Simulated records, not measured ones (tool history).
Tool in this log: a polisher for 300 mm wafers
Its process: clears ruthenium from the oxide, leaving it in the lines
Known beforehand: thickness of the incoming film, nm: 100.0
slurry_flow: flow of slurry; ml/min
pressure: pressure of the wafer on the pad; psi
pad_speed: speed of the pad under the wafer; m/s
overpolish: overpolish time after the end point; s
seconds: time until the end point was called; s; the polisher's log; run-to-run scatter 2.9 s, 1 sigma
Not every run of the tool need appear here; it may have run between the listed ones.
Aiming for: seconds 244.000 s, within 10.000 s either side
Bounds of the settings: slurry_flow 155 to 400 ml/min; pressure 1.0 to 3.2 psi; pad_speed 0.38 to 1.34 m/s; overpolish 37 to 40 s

run  hour  slurry_flow  pressure  pad_speed  overpolish  seconds
  1   0.0          255       2.1       0.86          37  113.720
  2   1.9          255       2.1       1.04          37   95.876
  3   8.7          255       2.5       1.04          37   80.176
  4  11.0          255       2.5       0.96          37   85.391
  5  15.4          255       2.7       0.96          37   79.242
  6  20.4          250       2.3       0.86          37  103.890
  7  22.6          250       2.0       0.78          37  130.000
  8  29.7          250       2.0       0.78          37  129.840
  9  36.1          250       1.8       0.74          37  152.380
 10  41.2          250       1.6       0.72          37  174.870
 11  47.7          250       1.5       0.72          37  187.880
 12  53.3          250       1.5       0.72          37  184.620

Which of these 4 next moves meets every target?
  A  58.9          285       1.5       0.54          37        ?
  B  58.9          260       1.3       0.68          37        ?
  C  58.9          240       1.6       0.64          40        ?
  D  58.9          285       1.7       0.54          39        ?

move  seconds
   A  247.550
   B  229.340
   C  200.720
   D  219.500
A: hits every target within its allowed miss
B: nearer than the last run, and not there yet
C: nearer than the last run, and not there yet
D: nearer than the last run, and not there yet
Answer: A
